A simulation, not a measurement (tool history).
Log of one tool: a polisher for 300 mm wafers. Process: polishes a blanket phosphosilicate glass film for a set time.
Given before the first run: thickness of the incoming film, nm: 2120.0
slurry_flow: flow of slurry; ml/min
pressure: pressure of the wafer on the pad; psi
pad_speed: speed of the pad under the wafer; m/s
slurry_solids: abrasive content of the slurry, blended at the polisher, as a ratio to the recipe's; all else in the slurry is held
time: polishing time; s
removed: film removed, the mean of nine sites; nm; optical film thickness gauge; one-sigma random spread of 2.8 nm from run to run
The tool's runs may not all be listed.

Run 1, hour 0.0: slurry_flow 310 ml/min, pressure 3.7 psi, pad_speed 0.90 m/s, slurry_solids 1.0, time 50 s. Result: removed 512.02 nm.
Run 2, hour 3.0: slurry_flow 310 ml/min, pressure 3.7 psi, pad_speed 0.90 m/s, slurry_solids 1.1, time 50 s. Result: removed 541.50 nm.
Run 3, hour 10.3: slurry_flow 310 ml/min, pressure 3.1 psi, pad_speed 0.90 m/s, slurry_solids 1.1, time 50 s. Result: removed 450.64 nm.
Run 4, hour 17.5: slurry_flow 310 ml/min, pressure 3.1 psi, pad_speed 0.90 m/s, slurry_solids 1.3, time 50 s. Result: removed 492.18 nm.
Run 5, hour 21.3: slurry_flow 310 ml/min, pressure 3.9 psi, pad_speed 0.90 m/s, slurry_solids 1.3, time 50 s. Result: removed 620.29 nm.
Run 6, hour 26.6: slurry_flow 310 ml/min, pressure 3.3 psi, pad_speed 0.90 m/s, slurry_solids 1.3, time 50 s. Result: removed 527.65 nm.
Run 7, hour 34.5: slurry_flow 310 ml/min, pressure 2.9 psi, pad_speed 0.90 m/s, slurry_solids 1.3, time 50 s. Result: removed 461.63 nm.
Run 8, hour 37.7: slurry_flow 310 ml/min, pressure 2.7 psi, pad_speed 0.90 m/s, slurry_solids 1.3, time 50 s. Result: removed 429.56 nm.
Run 9, hour 43.3: slurry_flow 310 ml/min, pressure 2.5 psi, pad_speed 0.90 m/s, slurry_solids 1.3, time 50 s. Result: removed 405.54 nm.
Run 10, hour 49.3: slurry_flow 305 ml/min, pressure 1.8 psi, pad_speed 0.90 m/s, slurry_solids 1.3, time 50 s. Result: removed 293.26 nm.

What will run 11 give?
Run 11, hour 52.0: slurry_flow 325 ml/min, pressure 1.9 psi, pad_speed 0.90 m/s, slurry_solids 1.3, time 50 s. Result: removed ?.

Run 11 yielded removed 311.52 nm.
